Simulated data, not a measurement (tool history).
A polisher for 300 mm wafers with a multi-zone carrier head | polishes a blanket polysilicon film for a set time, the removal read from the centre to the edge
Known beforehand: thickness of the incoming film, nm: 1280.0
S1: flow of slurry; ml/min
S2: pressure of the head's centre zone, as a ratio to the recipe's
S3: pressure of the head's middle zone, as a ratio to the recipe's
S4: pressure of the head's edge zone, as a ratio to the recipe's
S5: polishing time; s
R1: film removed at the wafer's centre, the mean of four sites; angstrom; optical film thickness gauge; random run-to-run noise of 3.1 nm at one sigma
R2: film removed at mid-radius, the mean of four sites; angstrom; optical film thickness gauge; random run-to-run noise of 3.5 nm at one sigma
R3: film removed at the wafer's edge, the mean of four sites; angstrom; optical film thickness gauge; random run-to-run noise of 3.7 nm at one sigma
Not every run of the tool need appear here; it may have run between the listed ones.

{"run": 1, "day": 0.0, "S1": 150, "S2": 1, "S3": 1, "S4": 1, "S5": 64, "R1": 4598, "R2": 4516.8, "R3": 4621.6}
{"run": 2, "day": 0.025, "S1": 150, "S2": 1.09, "S3": 1, "S4": 1, "S5": 64, "R1": 4974.2, "R2": 4581.3, "R3": 4490.3}
{"run": 3, "day": 0.35, "S1": 145, "S2": 1.07, "S3": 1, "S4": 0.99, "S5": 56, "R1": 4254.5, "R2": 4057.9, "R3": 3826.7}
{"run": 4, "day": 0.512, "S1": 140, "S2": 1.04, "S3": 0.98, "S4": 0.98, "S5": 51, "R1": 3792.1, "R2": 3514.7, "R3": 3600.3}
{"run": 5, "day": 0.85, "S1": 140, "S2": 1.03, "S3": 0.99, "S4": 0.97, "S5": 47, "R1": 3504.1, "R2": 3361.6, "R3": 3265.2}
{"run": 6, "day": 1.138, "S1": 140, "S2": 1.03, "S3": 0.99, "S4": 0.97, "S5": 37, "R1": 2712, "R2": 2591.7, "R3": 2491.6}

Run 7, settings as shown, results not yet in. Your forecast:
{"run": 7, "day": 1.467, "S1": 140, "S2": 1.02, "S3": 0.99, "S4": 0.97, "S5": 37, "R1": "?", "R2": "?", "R3": "?"}

R1: 2674.9 angstrom
R2: 2578.6 angstrom
R3: 2556.4 angstrom

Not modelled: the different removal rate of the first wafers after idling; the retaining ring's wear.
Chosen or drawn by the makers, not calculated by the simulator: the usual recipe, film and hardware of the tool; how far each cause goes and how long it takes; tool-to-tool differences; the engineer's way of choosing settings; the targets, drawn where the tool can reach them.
